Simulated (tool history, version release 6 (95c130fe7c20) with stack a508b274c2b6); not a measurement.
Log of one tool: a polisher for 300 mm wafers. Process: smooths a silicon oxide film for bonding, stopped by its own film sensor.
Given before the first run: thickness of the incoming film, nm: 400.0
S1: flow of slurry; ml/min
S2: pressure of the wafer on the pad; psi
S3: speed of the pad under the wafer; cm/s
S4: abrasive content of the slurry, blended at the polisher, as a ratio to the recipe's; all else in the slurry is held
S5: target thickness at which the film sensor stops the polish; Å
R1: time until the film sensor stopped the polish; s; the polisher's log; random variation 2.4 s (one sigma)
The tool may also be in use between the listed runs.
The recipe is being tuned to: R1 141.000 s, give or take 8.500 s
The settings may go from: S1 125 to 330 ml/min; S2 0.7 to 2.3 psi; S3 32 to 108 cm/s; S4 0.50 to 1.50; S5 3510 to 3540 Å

run 1 day=0.000 | S1=210 S2=1.5 S3=70 S4=1.00 S5=3540 | R1=103.080
run 2 day=0.092 | S1=210 S2=1.4 S3=70 S4=1.00 S5=3540 | R1=106.560
run 3 day=0.138 | S1=210 S2=1.4 S3=82 S4=1.00 S5=3540 | R1=95.924
run 4 day=0.229 | S1=210 S2=1.3 S3=80 S4=1.00 S5=3540 | R1=103.020
run 5 day=0.421 | S1=210 S2=1.2 S3=78 S4=1.00 S5=3540 | R1=112.660
run 6 day=0.700 | S1=230 S2=1.2 S3=78 S4=1.00 S5=3540 | R1=116.230
run 7 day=0.888 | S1=230 S2=1.2 S3=78 S4=1.00 S5=3540 | R1=113.220
run 8 day=0.988 | S1=230 S2=1.1 S3=78 S4=1.00 S5=3540 | R1=122.650

Consider the 4 candidate settings below. Which is the only one whose results all fall within their allowed miss of target?
run A day=1.088 | S1=265 S2=1.3 S3=76 S4=1.05 S5=3520 | R1=?
run B day=1.088 | S1=225 S2=1.1 S3=84 S4=1.00 S5=3540 | R1=?
run C day=1.088 | S1=225 S2=0.9 S3=100 S4=0.95 S5=3540 | R1=?
run D day=1.088 | S1=210 S2=0.9 S3=80 S4=1.25 S5=3530 | R1=?

move=A R1=109.020
move=B R1=117.110
move=C R1=125.840
move=D R1=139.790
A: its largest miss is bigger than the last run's
B: its largest miss is bigger than the last run's
C: better than the last run, though not everything is in spec
D: all results in spec
D is the move that brings every result within its allowed miss.
